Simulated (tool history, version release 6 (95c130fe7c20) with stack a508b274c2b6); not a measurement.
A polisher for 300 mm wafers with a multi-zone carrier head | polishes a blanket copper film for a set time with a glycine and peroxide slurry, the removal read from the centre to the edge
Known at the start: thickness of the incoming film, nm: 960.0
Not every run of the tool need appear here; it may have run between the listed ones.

run,hour,flow of slurry (ml/min),pressure of the head's centre zone,pressure of the head's middle zone,pressure of the head's edge zone,polishing time (s),film removed at the wafer's centre (Å),film removed at mid-radius (Å),film removed at the wafer's edge (Å)
1,0,210,1,1,1,77,2685.6,2770.2,2761.3
2,4.2,200,0.99,0.97,0.99,76,2641.6,2659.4,2735.5
3,6,200,0.99,0.97,1.04,76,2626,2585.3,2737.8
4,11.1,200,0.99,0.97,1.04,59,2057.6,2048.8,2163.1
5,19.1,210,0.99,0.96,1.06,61,2151.4,2120.9,2269.6
6,23,225,0.99,0.95,1.08,62,2194.4,2152,2326.8
7,30,235,0.99,0.94,1.1,63,2205.7,2176.3,2416.3

Expected results for the next run?
8,37.9,245,1,0.94,1.11,63,?,?,?

{"run 8": {"film removed at the wafer's centre (Å)": 2283.1, "film removed at mid-radius (Å)": 2198.6, "film removed at the wafer's edge (Å)": 2425.2}}

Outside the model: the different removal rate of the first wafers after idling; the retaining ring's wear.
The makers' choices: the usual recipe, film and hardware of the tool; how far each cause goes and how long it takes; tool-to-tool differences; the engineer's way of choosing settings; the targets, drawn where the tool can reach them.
